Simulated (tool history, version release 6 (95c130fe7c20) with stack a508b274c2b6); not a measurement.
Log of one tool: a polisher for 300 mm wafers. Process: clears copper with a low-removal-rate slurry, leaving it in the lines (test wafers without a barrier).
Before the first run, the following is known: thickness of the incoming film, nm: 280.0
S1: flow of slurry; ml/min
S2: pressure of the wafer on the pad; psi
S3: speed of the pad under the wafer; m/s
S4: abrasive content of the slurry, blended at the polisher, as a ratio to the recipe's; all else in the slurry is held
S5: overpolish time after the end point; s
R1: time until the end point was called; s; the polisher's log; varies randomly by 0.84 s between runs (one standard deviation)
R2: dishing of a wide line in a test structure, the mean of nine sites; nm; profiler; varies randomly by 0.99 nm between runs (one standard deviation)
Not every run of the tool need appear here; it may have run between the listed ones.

| run | day | S1 | S2 | S3 | S4 | S5 | R1 | R2 |
|---|---|---|---|---|---|---|---|---|
| 1 | 0.000 | 150 | 2.2 | 1.30 | 1.0 | 18 | 80.855 | 38.314 |
| 2 | 0.062 | 150 | 2.2 | 1.10 | 1.0 | 18 | 96.977 | 32.687 |
| 3 | 0.379 | 150 | 2.5 | 1.10 | 1.0 | 19 | 85.375 | 37.887 |
| 4 | 0.512 | 120 | 2.5 | 1.10 | 1.0 | 19 | 92.237 | 36.518 |
| 5 | 0.733 | 120 | 2.5 | 1.10 | 1.0 | 16 | 91.030 | 30.822 |
| 6 | 1.092 | 120 | 2.5 | 1.34 | 1.0 | 16 | 73.974 | 37.131 |
| 7 | 1.117 | 125 | 2.6 | 1.34 | 1.0 | 18 | 72.461 | 42.983 |

Expected results for the next run?
| 8 | 1.204 | 135 | 2.7 | 1.34 | 1.0 | 19 | ? | ? |

R1: 66.362 s
R2: 45.358 nm
